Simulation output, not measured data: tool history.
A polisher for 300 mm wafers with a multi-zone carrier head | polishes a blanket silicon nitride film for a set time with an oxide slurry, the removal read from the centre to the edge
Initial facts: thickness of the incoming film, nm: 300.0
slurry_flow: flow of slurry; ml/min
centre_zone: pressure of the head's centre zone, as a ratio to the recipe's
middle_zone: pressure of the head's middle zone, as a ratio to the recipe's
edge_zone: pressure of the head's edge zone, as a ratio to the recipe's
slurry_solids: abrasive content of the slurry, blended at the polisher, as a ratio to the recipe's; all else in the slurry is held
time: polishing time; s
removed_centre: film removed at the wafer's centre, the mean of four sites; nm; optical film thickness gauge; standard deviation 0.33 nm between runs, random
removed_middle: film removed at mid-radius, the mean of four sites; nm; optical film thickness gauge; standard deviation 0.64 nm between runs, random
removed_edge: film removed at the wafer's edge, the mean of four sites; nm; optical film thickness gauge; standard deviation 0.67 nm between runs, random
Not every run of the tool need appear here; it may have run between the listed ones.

Run 1, hour 0.0: slurry_flow 135 ml/min, centre_zone 1.00, middle_zone 1.00, edge_zone 1.00, slurry_solids 1.00, time 57 s. Result: removed_centre 49.684 nm, removed_middle 48.767 nm, removed_edge 49.353 nm.
Run 2, hour 8.5: slurry_flow 135 ml/min, centre_zone 1.00, middle_zone 0.93, edge_zone 1.00, slurry_solids 1.00, time 57 s. Result: removed_centre 49.860 nm, removed_middle 45.850 nm, removed_edge 49.840 nm.
Run 3, hour 14.8: slurry_flow 135 ml/min, centre_zone 1.00, middle_zone 0.93, edge_zone 1.00, slurry_solids 1.00, time 65 s. Result: removed_centre 56.402 nm, removed_middle 52.278 nm, removed_edge 55.915 nm.
Run 4, hour 22.1: slurry_flow 135 ml/min, centre_zone 1.00, middle_zone 0.86, edge_zone 1.00, slurry_solids 1.00, time 65 s. Result: removed_centre 56.665 nm, removed_middle 49.696 nm, removed_edge 55.044 nm.
Run 5, hour 25.8: slurry_flow 125 ml/min, centre_zone 0.96, middle_zone 0.85, edge_zone 0.97, slurry_solids 0.95, time 65 s. Result: removed_centre 52.693 nm, removed_middle 48.105 nm, removed_edge 54.323 nm.
Run 6, hour 29.5: slurry_flow 125 ml/min, centre_zone 0.96, middle_zone 0.89, edge_zone 0.97, slurry_solids 0.95, time 65 s. Result: removed_centre 52.567 nm, removed_middle 49.376 nm, removed_edge 54.923 nm.
Run 7, hour 32.9: slurry_flow 130 ml/min, centre_zone 0.95, middle_zone 0.90, edge_zone 0.95, slurry_solids 0.85, time 64 s. Result: removed_centre 49.533 nm, removed_middle 48.407 nm, removed_edge 51.666 nm.
Run 8, hour 34.9: slurry_flow 125 ml/min, centre_zone 0.94, middle_zone 0.89, edge_zone 0.94, slurry_solids 0.80, time 64 s. Result: removed_centre 47.870 nm, removed_middle 44.260 nm, removed_edge 49.015 nm.
Run 9, hour 42.2: slurry_flow 120 ml/min, centre_zone 0.93, middle_zone 0.90, edge_zone 0.92, slurry_solids 0.80, time 64 s. Result: removed_centre 46.547 nm, removed_middle 44.475 nm, removed_edge 49.736 nm.

What will run 10 give?
Run 10, hour 49.3: slurry_flow 120 ml/min, centre_zone 0.93, middle_zone 0.91, edge_zone 0.92, slurry_solids 0.75, time 64 s. Result: removed_centre ?, removed_middle ?, removed_edge ?.

{"run 10": {"removed_centre": 45.851, "removed_middle": 45.328, "removed_edge": 48.022}}

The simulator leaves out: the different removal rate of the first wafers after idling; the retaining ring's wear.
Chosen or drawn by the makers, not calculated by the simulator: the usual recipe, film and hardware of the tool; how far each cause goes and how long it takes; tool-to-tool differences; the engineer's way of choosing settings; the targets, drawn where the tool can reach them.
